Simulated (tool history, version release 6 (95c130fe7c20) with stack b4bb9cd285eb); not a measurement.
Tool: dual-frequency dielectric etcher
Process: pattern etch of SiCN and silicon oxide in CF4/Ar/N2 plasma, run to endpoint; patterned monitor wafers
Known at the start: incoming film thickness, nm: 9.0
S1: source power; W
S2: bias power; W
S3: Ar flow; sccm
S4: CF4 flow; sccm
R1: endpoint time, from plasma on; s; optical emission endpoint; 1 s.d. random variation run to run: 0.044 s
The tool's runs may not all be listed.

Run 1, hour 0.0: S1 440 W, S2 92 W, S3 92 sccm, S4 58 sccm. Result: R1 10.2430 s.
Run 2, hour 7.9: S1 440 W, S2 106 W, S3 92 sccm, S4 58 sccm. Result: R1 9.8351 s.
Run 3, hour 12.8: S1 410 W, S2 105 W, S3 92 sccm, S4 58 sccm. Result: R1 10.3300 s.
Run 4, hour 15.8: S1 490 W, S2 105 W, S3 92 sccm, S4 58 sccm. Result: R1 9.0883 s.
Run 5, hour 21.1: S1 490 W, S2 105 W, S3 92 sccm, S4 54 sccm. Result: R1 9.1620 s.
Run 6, hour 24.2: S1 490 W, S2 105 W, S3 81 sccm, S4 54 sccm. Result: R1 8.9888 s.
Run 7, hour 25.0: S1 440 W, S2 104 W, S3 81 sccm, S4 54 sccm. Result: R1 9.7577 s.
Run 8, hour 33.1: S1 400 W, S2 103 W, S3 81 sccm, S4 54 sccm. Result: R1 10.4580 s.

What does the tool deliver on the next run?
Run 9, hour 34.1: S1 370 W, S2 102 W, S3 81 sccm, S4 54 sccm. Result: R1 ?.

Run 9 produced R1 11.0070 s.

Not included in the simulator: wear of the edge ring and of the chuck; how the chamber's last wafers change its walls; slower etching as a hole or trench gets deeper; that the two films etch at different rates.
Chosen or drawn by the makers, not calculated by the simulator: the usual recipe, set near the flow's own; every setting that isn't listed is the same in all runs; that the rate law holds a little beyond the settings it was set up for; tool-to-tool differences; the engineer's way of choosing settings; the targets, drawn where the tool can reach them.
